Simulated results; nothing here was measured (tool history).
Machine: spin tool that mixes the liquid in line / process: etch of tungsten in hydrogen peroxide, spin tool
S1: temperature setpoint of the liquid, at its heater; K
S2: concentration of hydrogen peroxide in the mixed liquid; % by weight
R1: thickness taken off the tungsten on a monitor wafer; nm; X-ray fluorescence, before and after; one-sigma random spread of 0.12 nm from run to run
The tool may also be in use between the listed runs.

run 1 day=0.000 | S1=317.15 S2=20.0 time_under_the_liquid_(s)=15 | R1=20.547
run 2 day=0.221 | S1=318.65 S2=20.0 time_under_the_liquid_(s)=15 | R1=22.546
run 3 day=0.329 | S1=318.65 S2=23.5 time_under_the_liquid_(s)=15 | R1=24.357
run 4 day=0.371 | S1=318.65 S2=21.0 time_under_the_liquid_(s)=15 | R1=22.942
run 5 day=0.617 | S1=319.65 S2=21.0 time_under_the_liquid_(s)=15 | R1=24.461
run 6 day=0.746 | S1=319.65 S2=21.0 time_under_the_liquid_(s)=15 | R1=24.554

Run 7 comes next. What will it give?
run 7 day=0.821 | S1=320.65 S2=21.0 time_under_the_liquid_(s)=15 | R1=?

Run 7 gave R1 26.069 nm.
